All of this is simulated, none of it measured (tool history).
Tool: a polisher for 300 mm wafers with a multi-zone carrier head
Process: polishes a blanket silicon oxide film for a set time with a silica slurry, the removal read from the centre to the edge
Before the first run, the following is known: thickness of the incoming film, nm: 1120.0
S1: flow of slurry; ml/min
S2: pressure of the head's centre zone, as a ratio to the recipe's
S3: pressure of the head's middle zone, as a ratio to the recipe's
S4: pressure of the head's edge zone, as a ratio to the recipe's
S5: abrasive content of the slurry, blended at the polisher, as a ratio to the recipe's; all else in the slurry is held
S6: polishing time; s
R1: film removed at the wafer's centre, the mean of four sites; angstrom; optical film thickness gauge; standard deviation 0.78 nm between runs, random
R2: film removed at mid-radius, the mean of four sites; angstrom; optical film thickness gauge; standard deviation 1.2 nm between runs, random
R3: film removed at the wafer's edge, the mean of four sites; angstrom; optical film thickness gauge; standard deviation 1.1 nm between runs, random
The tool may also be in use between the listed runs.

run	hour	S1	S2	S3	S4	S5	S6	R1	R2	R3
1	0	290	1	1	1	1	43	1578.6	1645.5	1642.9
2	0.8	290	0.92	1	1	1	43	1439.2	1646	1606.5
3	3.8	285	0.91	0.97	0.99	0.9	42	1339.7	1439.8	1497.9
4	5.2	350	0.91	0.97	0.99	0.9	42	1344.2	1515.4	1500.1
5	9.7	350	0.9	0.96	0.99	0.85	41	1284.7	1393	1463.4
6	12.9	350	0.83	0.96	0.99	0.85	41	1162.8	1391.1	1421.5
7	17	350	0.83	0.95	0.98	0.8	40	1096.2	1308.4	1337.5
# hour 19.2: slurry nozzle cleaned
8	19.2	310	0.85	0.85	0.9	0.55	37	775.4	819.41	904.4
9	26.2	390	0.88	0.88	1	0.55	37	827.46	868.96	959.58
10	34.1	385	0.88	0.88	1.01	0.55	37	834.11	877.03	962.95

Run 11 has not been measured yet. What should we expect?
11	37.9	380	0.88	0.88	1.02	0.55	37	?	?	?

Run 11 gave R1 837.59 angstrom, R2 868.64 angstrom, R3 962.63 angstrom.
